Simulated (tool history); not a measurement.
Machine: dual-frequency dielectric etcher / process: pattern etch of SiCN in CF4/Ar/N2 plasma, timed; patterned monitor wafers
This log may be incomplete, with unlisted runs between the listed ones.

run  hour  source power (W)  bias power (W)  Ar flow (sccm)  CF4 flow (sccm)  etch time (s)  mean etch depth across the wafer (nm)
  1   0.0               580              89             107               82           45.5                                 48.697
  2   0.7               580              89             124               82           45.5                                 47.341
  3   4.3               570              89             124               82           45.5                                 46.718
  4   9.6               650              89             124               82           45.5                                 50.919
  5  13.1               650              89             124               91           45.5                                 51.255
  6  21.2               620              89             124               91           45.5                                 50.382
  7  27.4               590              89             124               91           45.5                                 48.826
  8  28.7               570              89             124               91           45.5                                 48.005
  9  37.2               550              89             124               91           45.5                                 46.820

Expected results for the next run?
 10  45.7               540              89             124               91           45.5                                      ?

Logged for run 10: mean etch depth across the wafer (nm) 46.339.
